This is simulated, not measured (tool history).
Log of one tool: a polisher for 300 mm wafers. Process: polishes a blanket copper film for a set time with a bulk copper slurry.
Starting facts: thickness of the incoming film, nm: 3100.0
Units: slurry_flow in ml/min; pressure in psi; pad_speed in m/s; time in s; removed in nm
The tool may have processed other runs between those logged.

{"run": 1, "hour": 0.0, "slurry_flow": 135, "pressure": 3.1, "pad_speed": 0.84, "slurry_solids": 1, "time": 35, "removed": 245.91}
{"run": 2, "hour": 4.5, "slurry_flow": 140, "pressure": 3.4, "pad_speed": 0.84, "slurry_solids": 1, "time": 35, "removed": 275.24}
{"run": 3, "hour": 7.7, "slurry_flow": 150, "pressure": 3.6, "pad_speed": 0.84, "slurry_solids": 1, "time": 35, "removed": 292.96}
{"run": 4, "hour": 16.7, "slurry_flow": 150, "pressure": 3.8, "pad_speed": 0.84, "slurry_solids": 1, "time": 35, "removed": 306.25}
{"run": 5, "hour": 22.0, "slurry_flow": 155, "pressure": 3.9, "pad_speed": 0.84, "slurry_solids": 1, "time": 35, "removed": 313.72}
{"run": 6, "hour": 30.8, "slurry_flow": 155, "pressure": 4, "pad_speed": 0.84, "slurry_solids": 1, "time": 35, "removed": 321.55}
{"run": 7, "hour": 36.1, "slurry_flow": 155, "pressure": 4.1, "pad_speed": 0.84, "slurry_solids": 1, "time": 35, "removed": 334.11}

Predict the results of run 8:
{"run": 8, "hour": 39.2, "slurry_flow": 155, "pressure": 4.2, "pad_speed": 0.84, "slurry_solids": 1, "time": 35, "removed": "?"}

{"run 8": {"removed": 338.99}}
